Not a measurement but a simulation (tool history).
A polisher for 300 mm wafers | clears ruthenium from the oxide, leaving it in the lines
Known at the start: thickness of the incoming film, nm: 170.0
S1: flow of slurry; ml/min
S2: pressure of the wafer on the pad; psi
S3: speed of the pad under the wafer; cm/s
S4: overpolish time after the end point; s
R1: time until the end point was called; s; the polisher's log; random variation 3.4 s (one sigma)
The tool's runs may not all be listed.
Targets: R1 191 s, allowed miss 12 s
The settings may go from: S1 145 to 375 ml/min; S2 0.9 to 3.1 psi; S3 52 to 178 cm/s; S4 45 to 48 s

Run 1, hour 0: S1 240 ml/min, S2 2 psi, S3 114 cm/s, S4 45 s. Result: R1 136.29 s.
Run 2, hour 3.6: S1 300 ml/min, S2 2 psi, S3 114 cm/s, S4 45 s. Result: R1 135.62 s.
Run 3, hour 6.1: S1 300 ml/min, S2 2 psi, S3 114 cm/s, S4 45 s. Result: R1 132.94 s.
Run 4, hour 12.5: S1 300 ml/min, S2 2 psi, S3 132 cm/s, S4 45 s. Result: R1 119.76 s.
Run 5, hour 18.4: S1 300 ml/min, S2 2.5 psi, S3 132 cm/s, S4 45 s. Result: R1 93.601 s.
Run 6, hour 27.1: S1 300 ml/min, S2 2.5 psi, S3 132 cm/s, S4 45 s. Result: R1 95.426 s.
Run 7, hour 29.6: S1 300 ml/min, S2 2.2 psi, S3 128 cm/s, S4 45 s. Result: R1 112.45 s.
Run 8, hour 32.3: S1 300 ml/min, S2 2 psi, S3 126 cm/s, S4 45 s. Result: R1 120.87 s.

4 next moves are on the table. One of them brings every result within its allowed miss. Which?
Run A, hour 35: S1 285 ml/min, S2 1.8 psi, S3 104 cm/s, S4 45 s. Result: R1 ?.
Run B, hour 35: S1 325 ml/min, S2 1.4 psi, S3 84 cm/s, S4 45 s. Result: R1 ?.
Run C, hour 35: S1 240 ml/min, S2 2.1 psi, S3 86 cm/s, S4 48 s. Result: R1 ?.
Run D, hour 35: S1 355 ml/min, S2 1.1 psi, S3 142 cm/s, S4 45 s. Result: R1 ?.

move      R1
   A  158.39
   B  238.28
   C   162.7
   D  190.19
A: nearer than the last run, and not there yet
B: takes the result that was furthest off past its target
C: nearer than the last run, and not there yet
D: meets every target
Answer: D
